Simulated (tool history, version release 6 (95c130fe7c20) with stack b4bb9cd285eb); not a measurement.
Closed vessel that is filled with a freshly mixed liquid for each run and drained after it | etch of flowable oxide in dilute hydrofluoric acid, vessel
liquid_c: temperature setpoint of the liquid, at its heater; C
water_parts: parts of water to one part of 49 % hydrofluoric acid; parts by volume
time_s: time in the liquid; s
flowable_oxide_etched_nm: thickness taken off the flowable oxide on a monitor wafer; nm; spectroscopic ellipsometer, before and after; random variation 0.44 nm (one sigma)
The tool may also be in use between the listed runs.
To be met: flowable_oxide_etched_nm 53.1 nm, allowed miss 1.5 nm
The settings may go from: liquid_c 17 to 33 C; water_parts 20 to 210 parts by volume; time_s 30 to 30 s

run  hour  liquid_c  water_parts  time_s  flowable_oxide_etched_nm
  1     0        25          115      30                    15.338
  2   7.7        27           85      30                    23.329
  3    10        27           45      30                    45.867
  4  12.8        27           85      30                    23.179
  5  19.9        27          115      30                    16.358
  6  27.8        25          115      30                    15.351
  7  32.8        29           65      30                    33.512
  8  41.1      29.5           55      30                      41.4
  9    48      30.5           50      30                    47.057
     49.1  -- hydrofluoric acid flow meter replaced
 10  49.1        31           50      30                    44.281
 11  53.5      31.5           45      30                    50.176

5 next moves are on the table. One of them brings every result within its allowed miss. Which?
  A  57.9      32.5           50      30                         ?
  B  57.9      30.5           45      30                         ?
  C  57.9      29.5           45      30                         ?
  D  57.9        33           45      30                         ?
  E  57.9        32           50      30                         ?

move  flowable_oxide_etched_nm
   A                    47.339
   B                    49.056
   C                     47.16
   D                    54.065
   E                    46.436
A: further off than the last run
B: further off than the last run
C: further off than the last run
D: meets every target
E: further off than the last run
The right move is D.
